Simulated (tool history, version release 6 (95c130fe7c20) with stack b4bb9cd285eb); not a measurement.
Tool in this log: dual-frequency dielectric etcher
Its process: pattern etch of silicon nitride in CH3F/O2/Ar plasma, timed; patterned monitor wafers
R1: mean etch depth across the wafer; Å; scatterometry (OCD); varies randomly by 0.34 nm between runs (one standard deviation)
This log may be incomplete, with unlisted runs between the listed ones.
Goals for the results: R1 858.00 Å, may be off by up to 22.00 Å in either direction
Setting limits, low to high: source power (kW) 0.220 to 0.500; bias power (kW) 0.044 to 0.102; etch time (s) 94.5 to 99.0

run 1 day=0.000 | source_power_(kW)=0.360 bias_power_(kW)=0.073 etch_time_(s)=94.5 | R1=711.25
run 2 day=0.162 | source_power_(kW)=0.360 bias_power_(kW)=0.073 etch_time_(s)=99.0 | R1=748.15
run 3 day=0.525 | source_power_(kW)=0.300 bias_power_(kW)=0.073 etch_time_(s)=99.0 | R1=690.63
run 4 day=0.667 | source_power_(kW)=0.350 bias_power_(kW)=0.075 etch_time_(s)=99.0 | R1=748.67
run 5 day=0.758 | source_power_(kW)=0.380 bias_power_(kW)=0.076 etch_time_(s)=99.0 | R1=779.77
run 6 day=1.000 | source_power_(kW)=0.400 bias_power_(kW)=0.077 etch_time_(s)=99.0 | R1=800.62
run 7 day=1.042 | source_power_(kW)=0.420 bias_power_(kW)=0.078 etch_time_(s)=99.0 | R1=819.06
run 8 day=1.371 | source_power_(kW)=0.430 bias_power_(kW)=0.079 etch_time_(s)=99.0 | R1=839.71

Pick the move, out of 4, that brings all results within their allowed miss; only one does.
run A day=1.700 | source_power_(kW)=0.500 bias_power_(kW)=0.074 etch_time_(s)=99.0 | R1=?
run B day=1.700 | source_power_(kW)=0.430 bias_power_(kW)=0.085 etch_time_(s)=95.0 | R1=?
run C day=1.700 | source_power_(kW)=0.430 bias_power_(kW)=0.074 etch_time_(s)=98.5 | R1=?
run D day=1.700 | source_power_(kW)=0.440 bias_power_(kW)=0.080 etch_time_(s)=95.0 | R1=?

move=A R1=867.04
move=B R1=822.27
move=C R1=809.10
move=D R1=811.44
A: each result inside its tolerance
B: lands further from the targets than the last run did
C: lands further from the targets than the last run did
D: lands further from the targets than the last run did
Correct choice: A, which meets every target
